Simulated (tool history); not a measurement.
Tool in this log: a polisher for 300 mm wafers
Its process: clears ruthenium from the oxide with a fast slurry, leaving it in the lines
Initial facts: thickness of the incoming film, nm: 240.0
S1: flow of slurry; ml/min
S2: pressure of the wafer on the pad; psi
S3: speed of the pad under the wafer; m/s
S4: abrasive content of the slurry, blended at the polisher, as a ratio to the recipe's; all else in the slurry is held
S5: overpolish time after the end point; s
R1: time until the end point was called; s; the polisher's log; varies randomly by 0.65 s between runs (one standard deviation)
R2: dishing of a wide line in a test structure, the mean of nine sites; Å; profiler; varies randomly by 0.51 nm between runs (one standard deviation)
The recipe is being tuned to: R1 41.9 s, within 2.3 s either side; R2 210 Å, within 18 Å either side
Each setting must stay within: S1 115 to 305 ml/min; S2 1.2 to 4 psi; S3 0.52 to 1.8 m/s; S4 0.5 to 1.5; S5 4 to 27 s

run,hour,S1,S2,S3,S4,S5,R1,R2
1,0,195,2.6,1.16,1,14,45.367,605.44
2,7.2,195,3.2,1.16,1,14,38.598,683.36
3,12.1,195,3.2,1.16,1.15,14,35.612,707.41
4,17.7,235,3.2,1.16,1.15,14,35.853,720.35
5,20.6,185,3.2,1.16,1.15,14,36.346,719.84
6,29.1,185,2.9,1.16,1.15,14,40.474,651.35
7,30.2,190,2.2,1.48,1.2,8,40.561,406.3
8,33,170,2,1.56,1.25,7,43.577,349.96
9,34.9,160,1.9,1.62,1.3,6,43.848,301.6
10,41.9,150,1.9,1.66,1.35,6,41.153,312.52
11,48.2,140,1.8,1.7,1.4,6,43.774,311.24
12,51.3,145,1.8,1.72,1.2,6,42.954,292.45

4 next moves are on the table. One of them brings every result within its allowed miss. Which?
A,54.4,190,1.8,1.62,1.05,12,?,?
B,54.4,115,2.1,1.8,1.35,4,?,?
C,54.4,115,1.9,1.8,1.15,4,?,?
D,54.4,150,1.4,1.8,1.35,4,?,?

move,R1,R2
A,46.999,530.99
B,36.886,247.31
C,42.26,217.77
D,51.133,181.89
A: moves away from the targets compared with the last run
B: moves toward the targets from the last run without getting all of them in spec
C: each result inside its tolerance
D: the result that was furthest off in the last run now lies on the other side of its target
The move that meets every target is C.

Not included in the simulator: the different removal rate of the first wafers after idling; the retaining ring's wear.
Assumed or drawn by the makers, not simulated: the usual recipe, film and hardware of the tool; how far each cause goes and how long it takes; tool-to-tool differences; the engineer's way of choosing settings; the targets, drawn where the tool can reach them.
